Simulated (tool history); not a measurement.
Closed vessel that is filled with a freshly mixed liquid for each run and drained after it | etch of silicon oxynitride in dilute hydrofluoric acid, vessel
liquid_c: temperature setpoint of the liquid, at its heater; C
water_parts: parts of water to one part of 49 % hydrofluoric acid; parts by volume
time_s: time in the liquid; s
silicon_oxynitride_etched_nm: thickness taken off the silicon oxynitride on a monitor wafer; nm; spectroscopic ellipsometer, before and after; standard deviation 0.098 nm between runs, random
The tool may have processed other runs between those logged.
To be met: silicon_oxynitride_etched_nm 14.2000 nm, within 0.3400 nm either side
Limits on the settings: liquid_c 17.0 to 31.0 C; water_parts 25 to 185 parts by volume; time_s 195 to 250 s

Run 1, hour 0.0: liquid_c 23.0 C, water_parts 105 parts by volume, time_s 250 s. Result: silicon_oxynitride_etched_nm 8.6688 nm.
Run 2, hour 0.7: liquid_c 23.0 C, water_parts 105 parts by volume, time_s 195 s. Result: silicon_oxynitride_etched_nm 6.7235 nm.
Run 3, hour 6.2: liquid_c 25.0 C, water_parts 95 parts by volume, time_s 195 s. Result: silicon_oxynitride_etched_nm 8.2022 nm.
Run 4, hour 11.1: liquid_c 26.5 C, water_parts 85 parts by volume, time_s 195 s. Result: silicon_oxynitride_etched_nm 9.9455 nm.
Run 5, hour 14.7: liquid_c 30.0 C, water_parts 85 parts by volume, time_s 195 s. Result: silicon_oxynitride_etched_nm 11.8090 nm.
Run 6, hour 20.8: liquid_c 30.0 C, water_parts 80 parts by volume, time_s 195 s. Result: silicon_oxynitride_etched_nm 12.1900 nm.
Run 7, hour 22.3: liquid_c 30.0 C, water_parts 75 parts by volume, time_s 195 s. Result: silicon_oxynitride_etched_nm 13.1210 nm.
Run 8, hour 27.7: liquid_c 30.5 C, water_parts 75 parts by volume, time_s 195 s. Result: silicon_oxynitride_etched_nm 13.6460 nm.

Which of these 5 next moves meets every target?
Run A, hour 33.1: liquid_c 28.5 C, water_parts 70 parts by volume, time_s 195 s. Result: silicon_oxynitride_etched_nm ?.
Run B, hour 33.1: liquid_c 23.5 C, water_parts 60 parts by volume, time_s 200 s. Result: silicon_oxynitride_etched_nm ?.
Run C, hour 33.1: liquid_c 29.0 C, water_parts 80 parts by volume, time_s 210 s. Result: silicon_oxynitride_etched_nm ?.
Run D, hour 33.1: liquid_c 31.0 C, water_parts 80 parts by volume, time_s 195 s. Result: silicon_oxynitride_etched_nm ?.
Run E, hour 33.1: liquid_c 31.0 C, water_parts 90 parts by volume, time_s 245 s. Result: silicon_oxynitride_etched_nm ?.

move  silicon_oxynitride_etched_nm
   A                       13.3520
   B                       12.7120
   C                       12.7470
   D                       12.9640
   E                       14.3240
A: lands further from the targets than the last run did
B: lands further from the targets than the last run did
C: lands further from the targets than the last run did
D: lands further from the targets than the last run did
E: meets every target
Move E is the one to make.

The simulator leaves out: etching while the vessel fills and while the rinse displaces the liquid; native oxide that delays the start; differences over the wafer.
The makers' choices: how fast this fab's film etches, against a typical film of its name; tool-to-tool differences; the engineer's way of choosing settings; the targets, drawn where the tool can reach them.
